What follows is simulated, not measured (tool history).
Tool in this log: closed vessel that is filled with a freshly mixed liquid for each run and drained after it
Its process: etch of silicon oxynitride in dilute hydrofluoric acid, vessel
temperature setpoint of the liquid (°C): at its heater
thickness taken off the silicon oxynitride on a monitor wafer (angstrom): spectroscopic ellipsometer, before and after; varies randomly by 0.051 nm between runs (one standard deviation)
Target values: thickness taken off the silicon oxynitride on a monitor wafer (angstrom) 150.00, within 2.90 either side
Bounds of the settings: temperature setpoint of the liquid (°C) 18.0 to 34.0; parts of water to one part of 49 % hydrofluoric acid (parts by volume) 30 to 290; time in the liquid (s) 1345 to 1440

run,hour,temperature setpoint of the liquid (°C),parts of water to one part of 49 % hydrofluoric acid (parts by volume),time in the liquid (s),thickness taken off the silicon oxynitride on a monitor wafer (angstrom)
1,0.0,26.0,160,1345,217.25
2,8.3,24.0,160,1345,198.75
3,13.1,21.5,160,1345,178.68
4,13.8,21.5,160,1345,176.44
5,19.5,21.5,140,1345,205.58
6,20.9,21.5,140,1440,220.97
7,24.2,18.0,180,1440,141.69
8,30.2,18.5,180,1440,144.19

Which single option among these 5 for the next run brings every result within its allowed miss of target? Just one does.
A,36.2,18.0,165,1400,?
B,36.2,21.0,200,1390,?
C,36.2,18.0,175,1375,?
D,36.2,18.0,180,1385,?
E,36.2,18.0,175,1400,?

move,thickness taken off the silicon oxynitride on a monitor wafer (angstrom)
A,150.61
B,138.87
C,138.59
D,135.30
E,141.11
A: every result within its allowed miss
B: further off than the last run
C: further off than the last run
D: further off than the last run
E: further off than the last run
Answer: A
